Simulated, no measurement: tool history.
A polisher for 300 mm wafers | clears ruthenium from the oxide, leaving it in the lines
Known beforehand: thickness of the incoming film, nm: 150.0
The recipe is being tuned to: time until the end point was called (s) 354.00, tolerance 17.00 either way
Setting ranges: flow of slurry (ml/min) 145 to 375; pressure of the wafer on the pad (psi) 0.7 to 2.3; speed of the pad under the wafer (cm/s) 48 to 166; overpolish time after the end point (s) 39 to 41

run	day	flow of slurry (ml/min)	pressure of the wafer on the pad (psi)	speed of the pad under the wafer (cm/s)	overpolish time after the end point (s)	time until the end point was called (s)
1	0.000	240	1.5	106	39	201.87
2	0.071	295	1.5	106	39	203.96
3	0.342	295	1.4	106	39	217.44
4	0.621	350	1.4	106	39	216.10
5	0.688	350	1.3	106	39	230.27
6	0.825	350	1.3	106	39	224.14
7	0.900	350	1.2	104	39	254.50
8	1.142	350	1.1	104	39	269.52
9	1.304	350	1.1	104	39	272.62

5 next moves are on the table. One of them brings every result within its allowed miss. Which?
A	1.467	370	0.7	110	41	?
B	1.467	355	0.8	96	41	?
C	1.467	355	1.0	88	41	?
D	1.467	330	0.9	84	39	?
E	1.467	370	0.9	82	39	?

move	time until the end point was called (s)
A	395.82
B	399.55
C	351.51
D	408.90
E	414.67
A: pushes the last run's worst result past its target
B: pushes the last run's worst result past its target
C: all results land within tolerance of their targets
D: pushes the last run's worst result past its target
E: pushes the last run's worst result past its target
C meets every target.
